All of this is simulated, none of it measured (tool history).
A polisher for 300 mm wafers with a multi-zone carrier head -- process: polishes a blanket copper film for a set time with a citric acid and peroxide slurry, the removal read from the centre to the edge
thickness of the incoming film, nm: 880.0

| run | hour | flow of slurry (ml/min) | pressure of the head's centre zone | pressure of the head's middle zone | pressure of the head's edge zone | abrasive content of the slurry | polishing time (s) | film removed at the wafer's centre (nm) | film removed at mid-radius (nm) | film removed at the wafer's edge (nm) |
|---|---|---|---|---|---|---|---|---|---|---|
| 1 | 0 | 155 | 1 | 1 | 1 | 1 | 68 | 279.25 | 248.34 | 244.54 |
| 2 | 4.2 | 155 | 1 | 1 | 0.94 | 1 | 68 | 279.04 | 250.37 | 240.3 |
| 3 | 6.9 | 155 | 1 | 1 | 0.94 | 1 | 52 | 212.09 | 189.91 | 180.55 |
| 4 | 8.5 | 155 | 1.04 | 1 | 0.94 | 1 | 52 | 219.56 | 193.27 | 179.6 |
| 5 | 15.6 | 155 | 1.04 | 1.05 | 0.94 | 1 | 52 | 219.11 | 196.19 | 182.05 |
|  | 24.3 | centre zone pressure recalibrated |
| 6 | 24.3 | 150 | 1.03 | 1.03 | 0.95 | 0.95 | 52 | 190.7 | 189.45 | 181.14 |
| 7 | 30.4 | 150 | 1.04 | 1.01 | 0.95 | 0.95 | 51 | 191.83 | 185.83 | 175.91 |

Run 8 comes next. What will it give?
| 8 | 35.6 | 150 | 1.04 | 0.98 | 0.95 | 0.95 | 51 | ? | ? | ? |

For run 8 the tool returned film removed at the wafer's centre (nm) 193.55, film removed at mid-radius (nm) 181.12, film removed at the wafer's edge (nm) 177.21.
